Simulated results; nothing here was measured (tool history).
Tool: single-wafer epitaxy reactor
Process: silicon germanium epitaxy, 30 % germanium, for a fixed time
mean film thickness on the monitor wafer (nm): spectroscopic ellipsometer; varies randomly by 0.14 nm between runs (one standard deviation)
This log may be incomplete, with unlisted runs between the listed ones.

| run | hour | wafer temperature setpoint (pyrometer-controlled) (°C) | chamber pressure (mTorr) | mean film thickness on the monitor wafer (nm) |
|---|---|---|---|---|
| 1 | 0.0 | 585 | 21300 | 48.906 |
| 2 | 5.9 | 592 | 21300 | 55.023 |
| 3 | 8.3 | 589 | 21200 | 52.250 |
| 4 | 17.0 | 587 | 21100 | 50.273 |
| 5 | 19.6 | 587 | 24800 | 54.118 |
| 6 | 26.3 | 593 | 24800 | 59.454 |

For run 7, what comes out?
| 7 | 27.6 | 589 | 24700 | ? |

Run 7 came out at mean film thickness on the monitor wafer (nm) 55.710.

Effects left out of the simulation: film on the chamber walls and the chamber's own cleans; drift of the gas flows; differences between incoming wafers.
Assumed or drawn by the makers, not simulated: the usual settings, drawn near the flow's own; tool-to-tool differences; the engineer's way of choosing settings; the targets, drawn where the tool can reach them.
